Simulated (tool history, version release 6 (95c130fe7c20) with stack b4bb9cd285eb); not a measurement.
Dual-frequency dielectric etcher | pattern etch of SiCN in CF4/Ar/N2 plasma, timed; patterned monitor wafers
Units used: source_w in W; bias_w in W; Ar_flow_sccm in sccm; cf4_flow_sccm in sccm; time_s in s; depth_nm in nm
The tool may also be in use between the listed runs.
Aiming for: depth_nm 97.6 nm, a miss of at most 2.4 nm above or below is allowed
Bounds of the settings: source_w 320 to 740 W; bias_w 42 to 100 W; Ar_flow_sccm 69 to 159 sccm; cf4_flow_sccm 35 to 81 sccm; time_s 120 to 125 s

Run 1, hour 0: source_w 530 W, bias_w 71 W, Ar_flow_sccm 114 sccm, cf4_flow_sccm 58 sccm, time_s 120 s. Result: depth_nm 120.82 nm.
Run 2, hour 4.6: source_w 530 W, bias_w 71 W, Ar_flow_sccm 114 sccm, cf4_flow_sccm 58 sccm, time_s 120 s. Result: depth_nm 121.25 nm.
Run 3, hour 6.3: source_w 510 W, bias_w 71 W, Ar_flow_sccm 114 sccm, cf4_flow_sccm 58 sccm, time_s 120 s. Result: depth_nm 116.74 nm.
Run 4, hour 13.9: source_w 510 W, bias_w 71 W, Ar_flow_sccm 114 sccm, cf4_flow_sccm 67 sccm, time_s 120 s. Result: depth_nm 119.17 nm.
Run 5, hour 19.2: source_w 490 W, bias_w 71 W, Ar_flow_sccm 114 sccm, cf4_flow_sccm 67 sccm, time_s 120 s. Result: depth_nm 115.74 nm.
Run 6, hour 27.8: source_w 490 W, bias_w 75 W, Ar_flow_sccm 114 sccm, cf4_flow_sccm 67 sccm, time_s 120 s. Result: depth_nm 117.15 nm.
Run 7, hour 29.4: source_w 470 W, bias_w 75 W, Ar_flow_sccm 114 sccm, cf4_flow_sccm 67 sccm, time_s 120 s. Result: depth_nm 113.16 nm.
Run 8, hour 37.9: source_w 460 W, bias_w 75 W, Ar_flow_sccm 114 sccm, cf4_flow_sccm 67 sccm, time_s 120 s. Result: depth_nm 111.03 nm.
Run 9, hour 44.1: source_w 450 W, bias_w 75 W, Ar_flow_sccm 114 sccm, cf4_flow_sccm 67 sccm, time_s 120 s. Result: depth_nm 108.24 nm.
Run 10, hour 48.8: source_w 450 W, bias_w 75 W, Ar_flow_sccm 114 sccm, cf4_flow_sccm 67 sccm, time_s 120 s. Result: depth_nm 108.95 nm.
Run 11, hour 57.7: source_w 440 W, bias_w 75 W, Ar_flow_sccm 114 sccm, cf4_flow_sccm 67 sccm, time_s 120 s. Result: depth_nm 105.9 nm.
Run 12, hour 60.2: source_w 440 W, bias_w 75 W, Ar_flow_sccm 114 sccm, cf4_flow_sccm 67 sccm, time_s 120 s. Result: depth_nm 106.37 nm.
Run 13, hour 63.5: source_w 440 W, bias_w 75 W, Ar_flow_sccm 114 sccm, cf4_flow_sccm 67 sccm, time_s 120 s. Result: depth_nm 106.2 nm.
Run 14, hour 69: source_w 380 W, bias_w 74 W, Ar_flow_sccm 114 sccm, cf4_flow_sccm 67 sccm, time_s 120 s. Result: depth_nm 91.554 nm.

Pick the move, out of 5, that brings all results within their allowed miss; only one does.
Run A, hour 74.5: source_w 390 W, bias_w 68 W, Ar_flow_sccm 100 sccm, cf4_flow_sccm 64 sccm, time_s 125 s. Result: depth_nm ?.
Run B, hour 74.5: source_w 420 W, bias_w 71 W, Ar_flow_sccm 122 sccm, cf4_flow_sccm 71 sccm, time_s 125 s. Result: depth_nm ?.
Run C, hour 74.5: source_w 430 W, bias_w 77 W, Ar_flow_sccm 115 sccm, cf4_flow_sccm 67 sccm, time_s 120 s. Result: depth_nm ?.
Run D, hour 74.5: source_w 400 W, bias_w 85 W, Ar_flow_sccm 86 sccm, cf4_flow_sccm 51 sccm, time_s 124 s. Result: depth_nm ?.
Run E, hour 74.5: source_w 390 W, bias_w 79 W, Ar_flow_sccm 111 sccm, cf4_flow_sccm 71 sccm, time_s 125 s. Result: depth_nm ?.

move  depth_nm
   A    96.517
   B    103.86
   C    103.93
   D    101.93
   E    100.86
A: every result lands within tolerance
B: pushes the last run's worst result past its target
C: pushes the last run's worst result past its target
D: pushes the last run's worst result past its target
E: pushes the last run's worst result past its target
Correct choice: A, which meets every target

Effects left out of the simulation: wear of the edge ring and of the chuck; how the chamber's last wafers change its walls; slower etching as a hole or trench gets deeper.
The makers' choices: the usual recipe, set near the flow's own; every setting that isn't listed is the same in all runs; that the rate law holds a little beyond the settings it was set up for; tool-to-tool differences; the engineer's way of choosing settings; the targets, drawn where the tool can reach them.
